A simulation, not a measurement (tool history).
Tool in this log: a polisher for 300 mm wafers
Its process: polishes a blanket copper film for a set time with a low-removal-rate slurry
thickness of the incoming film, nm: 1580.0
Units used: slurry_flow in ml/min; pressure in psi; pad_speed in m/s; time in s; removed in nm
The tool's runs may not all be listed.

{"run": 1, "hour": 0.0, "slurry_flow": 220, "pressure": 1.9, "pad_speed": 1.0, "slurry_solids": 1.0, "time": 55, "removed": 81.454}
{"run": 2, "hour": 3.1, "slurry_flow": 220, "pressure": 1.9, "pad_speed": 1.0, "slurry_solids": 1.0, "time": 49, "removed": 73.497}
{"run": 3, "hour": 9.9, "slurry_flow": 220, "pressure": 1.9, "pad_speed": 1.0, "slurry_solids": 1.0, "time": 49, "removed": 72.35}
{"run": 4, "hour": 10.5, "slurry_flow": 220, "pressure": 1.9, "pad_speed": 1.0, "slurry_solids": 1.2, "time": 49, "removed": 76.683}
{"run": 5, "hour": 14.7, "slurry_flow": 220, "pressure": 1.9, "pad_speed": 0.88, "slurry_solids": 1.2, "time": 49, "removed": 66.87}
{"run": 6, "hour": 15.9, "slurry_flow": 220, "pressure": 1.8, "pad_speed": 0.88, "slurry_solids": 1.2, "time": 49, "removed": 64.206}
{"run": 7, "hour": 18.8, "slurry_flow": 220, "pressure": 1.7, "pad_speed": 0.88, "slurry_solids": 1.2, "time": 49, "removed": 60.627}

Predict the results of run 8:
{"hour": 21.2, "done": "worn pad replaced by a new one"}
{"run": 8, "hour": 21.2, "slurry_flow": 215, "pressure": 1.6, "pad_speed": 0.88, "slurry_solids": 1.2, "time": 49, "removed": "?"}

Run 8 yielded removed 61.621 nm.

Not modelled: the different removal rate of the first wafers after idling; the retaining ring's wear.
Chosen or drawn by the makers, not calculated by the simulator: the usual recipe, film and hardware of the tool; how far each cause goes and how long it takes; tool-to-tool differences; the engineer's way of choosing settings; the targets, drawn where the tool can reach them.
